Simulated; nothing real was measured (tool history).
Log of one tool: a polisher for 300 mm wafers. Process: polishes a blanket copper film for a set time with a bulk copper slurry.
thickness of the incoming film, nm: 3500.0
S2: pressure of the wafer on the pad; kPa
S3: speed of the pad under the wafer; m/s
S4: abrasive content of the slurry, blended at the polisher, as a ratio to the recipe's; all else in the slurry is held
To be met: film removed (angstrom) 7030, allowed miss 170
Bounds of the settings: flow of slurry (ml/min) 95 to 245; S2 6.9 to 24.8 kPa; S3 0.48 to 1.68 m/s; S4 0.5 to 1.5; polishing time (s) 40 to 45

Run 1, hour 0: flow of slurry (ml/min) 155, S2 15.9 kPa, S3 1.08 m/s, S4 1, polishing time (s) 45. Result: film removed (angstrom) 4132.9.
Run 2, hour 4.9: flow of slurry (ml/min) 165, S2 17.2 kPa, S3 1.08 m/s, S4 1, polishing time (s) 45. Result: film removed (angstrom) 4434.9.
Run 3, hour 7.4: flow of slurry (ml/min) 165, S2 17.2 kPa, S3 1.08 m/s, S4 0.8, polishing time (s) 45. Result: film removed (angstrom) 4089.4.
Run 4, hour 9.8: flow of slurry (ml/min) 165, S2 18.6 kPa, S3 1.1 m/s, S4 0.8, polishing time (s) 45. Result: film removed (angstrom) 4403.6.
Run 5, hour 16.7: flow of slurry (ml/min) 165, S2 15.9 kPa, S3 1.1 m/s, S4 0.8, polishing time (s) 45. Result: film removed (angstrom) 3913.
Run 6, hour 23: flow of slurry (ml/min) 165, S2 15.9 kPa, S3 1.1 m/s, S4 0.8, polishing time (s) 40. Result: film removed (angstrom) 3506.7.
Run 7, hour 26.5: flow of slurry (ml/min) 170, S2 17.2 kPa, S3 1.14 m/s, S4 0.8, polishing time (s) 40. Result: film removed (angstrom) 3825.2.
Run 8, hour 32.2: flow of slurry (ml/min) 170, S2 18.6 kPa, S3 1.2 m/s, S4 0.8, polishing time (s) 40. Result: film removed (angstrom) 4167.1.
Run 9, hour 33.5: flow of slurry (ml/min) 170, S2 20 kPa, S3 1.3 m/s, S4 0.8, polishing time (s) 40. Result: film removed (angstrom) 4632.4.
Run 10, hour 41.9: flow of slurry (ml/min) 170, S2 20.7 kPa, S3 1.38 m/s, S4 0.8, polishing time (s) 40. Result: film removed (angstrom) 4959.6.
Run 11, hour 46.1: flow of slurry (ml/min) 170, S2 21.4 kPa, S3 1.44 m/s, S4 0.8, polishing time (s) 40. Result: film removed (angstrom) 5184.6.
Run 12, hour 51.2: flow of slurry (ml/min) 175, S2 22.1 kPa, S3 1.48 m/s, S4 0.8, polishing time (s) 40. Result: film removed (angstrom) 5453.7.
Run 13, hour 56.2: flow of slurry (ml/min) 175, S2 24.8 kPa, S3 1.62 m/s, S4 0.8, polishing time (s) 40. Result: film removed (angstrom) 6376.8.

4 next moves are on the table. One of them brings every result within its allowed miss. Which?
Run A, hour 61.2: flow of slurry (ml/min) 180, S2 24.1 kPa, S3 1.62 m/s, S4 0.95, polishing time (s) 45. Result: film removed (angstrom) ?.
Run B, hour 61.2: flow of slurry (ml/min) 180, S2 24.8 kPa, S3 1.68 m/s, S4 0.75, polishing time (s) 44. Result: film removed (angstrom) ?.
Run C, hour 61.2: flow of slurry (ml/min) 200, S2 24.8 kPa, S3 1.68 m/s, S4 0.85, polishing time (s) 45. Result: film removed (angstrom) ?.
Run D, hour 61.2: flow of slurry (ml/min) 195, S2 24.8 kPa, S3 1.68 m/s, S4 0.8, polishing time (s) 45. Result: film removed (angstrom) ?.

move  film removed (angstrom)
   A                   7371.3
   B                   7021.7
   C                   7553.4
   D                   7391.8
A: takes the result that was furthest off past its target
B: meets every target
C: takes the result that was furthest off past its target
D: takes the result that was furthest off past its target
Move B is the one to make.
